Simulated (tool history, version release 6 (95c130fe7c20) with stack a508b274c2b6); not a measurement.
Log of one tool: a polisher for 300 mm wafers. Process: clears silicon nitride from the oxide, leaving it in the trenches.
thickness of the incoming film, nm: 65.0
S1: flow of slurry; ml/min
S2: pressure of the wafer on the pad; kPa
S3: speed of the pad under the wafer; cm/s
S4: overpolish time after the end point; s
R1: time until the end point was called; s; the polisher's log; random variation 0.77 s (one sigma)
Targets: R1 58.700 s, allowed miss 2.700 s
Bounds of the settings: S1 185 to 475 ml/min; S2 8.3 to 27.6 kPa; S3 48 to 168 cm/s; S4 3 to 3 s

{"run": 1, "hour": 0.0, "S1": 305, "S2": 17.9, "S3": 108, "S4": 3, "R1": 83.271}
{"run": 2, "hour": 1.4, "S1": 305, "S2": 20.0, "S3": 108, "S4": 3, "R1": 75.389}
{"run": 3, "hour": 10.0, "S1": 305, "S2": 21.4, "S3": 108, "S4": 3, "R1": 69.635}
{"run": 4, "hour": 15.9, "S1": 305, "S2": 17.9, "S3": 108, "S4": 3, "R1": 81.968}
{"run": 5, "hour": 24.6, "S1": 305, "S2": 20.7, "S3": 108, "S4": 3, "R1": 71.79}
{"run": 6, "hour": 30.7, "S1": 305, "S2": 22.1, "S3": 108, "S4": 3, "R1": 68.062}
{"run": 7, "hour": 39.4, "S1": 305, "S2": 22.8, "S3": 108, "S4": 3, "R1": 66.054}
{"run": 8, "hour": 47.0, "S1": 305, "S2": 23.4, "S3": 108, "S4": 3, "R1": 63.529}
{"run": 9, "hour": 47.7, "S1": 305, "S2": 24.1, "S3": 108, "S4": 3, "R1": 62.999}

5 next moves are on the table. One of them brings every result within its allowed miss. Which?
{"run": "A", "hour": 48.4, "S1": 310, "S2": 21.4, "S3": 106, "S4": 3, "R1": "?"}
{"run": "B", "hour": 48.4, "S1": 365, "S2": 25.5, "S3": 90, "S4": 3, "R1": "?"}
{"run": "C", "hour": 48.4, "S1": 290, "S2": 23.4, "S3": 106, "S4": 3, "R1": "?"}
{"run": "D", "hour": 48.4, "S1": 270, "S2": 22.1, "S3": 112, "S4": 3, "R1": "?"}
{"run": "E", "hour": 48.4, "S1": 300, "S2": 26.2, "S3": 106, "S4": 3, "R1": "?"}

move=A R1=71.105
move=B R1=67.927
move=C R1=65.364
move=D R1=66.560
move=E R1=58.446
A: further off than the last run
B: further off than the last run
C: further off than the last run
D: further off than the last run
E: meets every target
The right move is E.
